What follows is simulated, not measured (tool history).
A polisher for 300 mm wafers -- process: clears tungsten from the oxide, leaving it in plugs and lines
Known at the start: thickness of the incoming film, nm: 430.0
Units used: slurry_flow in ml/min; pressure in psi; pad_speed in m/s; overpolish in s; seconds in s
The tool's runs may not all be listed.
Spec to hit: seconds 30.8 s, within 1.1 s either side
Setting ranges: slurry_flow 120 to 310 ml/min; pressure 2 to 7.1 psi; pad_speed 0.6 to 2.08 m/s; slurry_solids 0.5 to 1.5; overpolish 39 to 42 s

Run 1, hour 0: slurry_flow 200 ml/min, pressure 4.5 psi, pad_speed 1.34 m/s, slurry_solids 1, overpolish 39 s. Result: seconds 56.987 s.
Run 2, hour 1: slurry_flow 200 ml/min, pressure 4.5 psi, pad_speed 1.6 m/s, slurry_solids 1, overpolish 39 s. Result: seconds 48.336 s.
Run 3, hour 7.2: slurry_flow 200 ml/min, pressure 4.9 psi, pad_speed 1.6 m/s, slurry_solids 1, overpolish 39 s. Result: seconds 43.796 s.
Run 4, hour 15.5: slurry_flow 200 ml/min, pressure 3.9 psi, pad_speed 1.6 m/s, slurry_solids 1, overpolish 39 s. Result: seconds 55.105 s.
Run 5, hour 21.1: slurry_flow 200 ml/min, pressure 4.5 psi, pad_speed 1.6 m/s, slurry_solids 1, overpolish 39 s. Result: seconds 47.752 s.
Run 6, hour 29: slurry_flow 200 ml/min, pressure 4.9 psi, pad_speed 1.6 m/s, slurry_solids 1, overpolish 39 s. Result: seconds 44.39 s.
Run 7, hour 33: slurry_flow 200 ml/min, pressure 5.3 psi, pad_speed 1.6 m/s, slurry_solids 1, overpolish 39 s. Result: seconds 41.188 s.
Run 8, hour 38.7: slurry_flow 200 ml/min, pressure 5.6 psi, pad_speed 1.6 m/s, slurry_solids 1, overpolish 39 s. Result: seconds 39.254 s.

Pick the move, out of 5, that brings all results within their allowed miss; only one does.
Run A, hour 44.4: slurry_flow 225 ml/min, pressure 6.2 psi, pad_speed 1.94 m/s, slurry_solids 1.2, overpolish 39 s. Result: seconds ?.
Run B, hour 44.4: slurry_flow 205 ml/min, pressure 6.4 psi, pad_speed 1.76 m/s, slurry_solids 1.05, overpolish 39 s. Result: seconds ?.
Run C, hour 44.4: slurry_flow 225 ml/min, pressure 6.3 psi, pad_speed 1.94 m/s, slurry_solids 0.95, overpolish 39 s. Result: seconds ?.
Run D, hour 44.4: slurry_flow 165 ml/min, pressure 6.2 psi, pad_speed 1.98 m/s, slurry_solids 1.15, overpolish 42 s. Result: seconds ?.
Run E, hour 44.4: slurry_flow 210 ml/min, pressure 6.6 psi, pad_speed 1.86 m/s, slurry_solids 1.05, overpolish 42 s. Result: seconds ?.

move  seconds
   A   27.603
   B   30.671
   C    28.57
   D   28.526
   E    28.13
A: takes the result that was furthest off past its target
B: in spec on every target
C: takes the result that was furthest off past its target
D: takes the result that was furthest off past its target
E: takes the result that was furthest off past its target
Correct choice: B, which meets every target

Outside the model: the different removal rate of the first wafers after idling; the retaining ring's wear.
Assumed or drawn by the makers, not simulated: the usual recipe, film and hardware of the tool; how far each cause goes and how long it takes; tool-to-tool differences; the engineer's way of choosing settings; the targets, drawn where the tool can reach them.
